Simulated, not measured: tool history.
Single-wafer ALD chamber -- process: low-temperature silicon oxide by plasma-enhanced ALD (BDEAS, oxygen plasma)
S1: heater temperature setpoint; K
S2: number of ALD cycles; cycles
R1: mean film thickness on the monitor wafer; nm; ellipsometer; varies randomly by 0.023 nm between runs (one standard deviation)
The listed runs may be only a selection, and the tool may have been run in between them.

run	hour	S1	S2	R1
1	0.0	363.15	49	7.4694
2	8.2	368.15	49	7.2577
3	10.7	370.15	47	6.9742
4	13.3	361.15	47	7.1168
5	19.1	368.15	47	7.0088
6	24.8	369.15	45	6.6689

Run 7 has not been measured yet. What should we expect?
# hour 29.8: thermocouple changed; heater temperature recalibrated
7	29.8	370.15	43	?

Run 7 came out at R1 6.2741 nm.
